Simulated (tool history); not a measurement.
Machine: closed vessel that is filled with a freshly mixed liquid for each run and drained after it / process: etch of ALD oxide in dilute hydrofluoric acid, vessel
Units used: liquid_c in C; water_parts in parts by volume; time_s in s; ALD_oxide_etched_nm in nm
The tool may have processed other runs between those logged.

{"run": 1, "hour": 0.0, "liquid_c": 25.0, "water_parts": 105, "time_s": 205, "ALD_oxide_etched_nm": 19.697}
{"run": 2, "hour": 8.7, "liquid_c": 21.5, "water_parts": 105, "time_s": 205, "ALD_oxide_etched_nm": 17.127}
{"run": 3, "hour": 11.5, "liquid_c": 21.5, "water_parts": 80, "time_s": 205, "ALD_oxide_etched_nm": 23.036}
{"run": 4, "hour": 12.3, "liquid_c": 21.0, "water_parts": 80, "time_s": 205, "ALD_oxide_etched_nm": 22.57}
{"run": 5, "hour": 15.0, "liquid_c": 21.0, "water_parts": 80, "time_s": 205, "ALD_oxide_etched_nm": 22.79}
{"run": 6, "hour": 17.4, "liquid_c": 20.5, "water_parts": 85, "time_s": 205, "ALD_oxide_etched_nm": 20.684}
{"run": 7, "hour": 19.8, "liquid_c": 20.0, "water_parts": 85, "time_s": 205, "ALD_oxide_etched_nm": 20.336}
{"run": 8, "hour": 22.3, "liquid_c": 19.5, "water_parts": 85, "time_s": 205, "ALD_oxide_etched_nm": 19.992}
{"run": 9, "hour": 26.9, "liquid_c": 17.0, "water_parts": 105, "time_s": 205, "ALD_oxide_etched_nm": 14.245}

For run 10, what comes out?
{"run": 10, "hour": 32.1, "liquid_c": 18.0, "water_parts": 105, "time_s": 205, "ALD_oxide_etched_nm": "?"}

Run 10 came out at ALD_oxide_etched_nm 14.796 nm.

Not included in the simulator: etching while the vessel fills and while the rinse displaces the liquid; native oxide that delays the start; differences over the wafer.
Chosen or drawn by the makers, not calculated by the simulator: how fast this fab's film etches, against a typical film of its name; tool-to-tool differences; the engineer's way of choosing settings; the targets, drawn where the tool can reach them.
